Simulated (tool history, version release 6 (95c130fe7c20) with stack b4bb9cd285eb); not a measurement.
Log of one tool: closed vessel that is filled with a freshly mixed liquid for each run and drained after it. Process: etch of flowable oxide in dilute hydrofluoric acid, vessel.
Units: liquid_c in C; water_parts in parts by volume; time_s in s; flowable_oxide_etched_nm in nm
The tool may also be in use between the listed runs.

Run 1, hour 0: liquid_c 22 C, water_parts 190 parts by volume, time_s 30 s. Result: flowable_oxide_etched_nm 2.828 nm.
Run 2, hour 7.6: liquid_c 22 C, water_parts 190 parts by volume, time_s 30 s. Result: flowable_oxide_etched_nm 2.8538 nm.
Run 3, hour 12.7: liquid_c 22 C, water_parts 220 parts by volume, time_s 30 s. Result: flowable_oxide_etched_nm 2.3803 nm.
Run 4, hour 18.8: liquid_c 22 C, water_parts 285 parts by volume, time_s 30 s. Result: flowable_oxide_etched_nm 1.7217 nm.
Run 5, hour 19.9: liquid_c 23.5 C, water_parts 260 parts by volume, time_s 30 s. Result: flowable_oxide_etched_nm 2.0408 nm.
Run 6, hour 24.6: liquid_c 23.5 C, water_parts 260 parts by volume, time_s 30 s. Result: flowable_oxide_etched_nm 2.0303 nm.
Run 7, hour 33.6: liquid_c 24.5 C, water_parts 240 parts by volume, time_s 30 s. Result: flowable_oxide_etched_nm 2.3155 nm.
Run 8, hour 36.8: liquid_c 25.5 C, water_parts 220 parts by volume, time_s 30 s. Result: flowable_oxide_etched_nm 2.6901 nm.

The next listed run, before its measurement:
Run 9, hour 42.5: liquid_c 26 C, water_parts 205 parts by volume, time_s 30 s. Result: flowable_oxide_etched_nm ?.

{"run 9": {"flowable_oxide_etched_nm": 2.9819}}

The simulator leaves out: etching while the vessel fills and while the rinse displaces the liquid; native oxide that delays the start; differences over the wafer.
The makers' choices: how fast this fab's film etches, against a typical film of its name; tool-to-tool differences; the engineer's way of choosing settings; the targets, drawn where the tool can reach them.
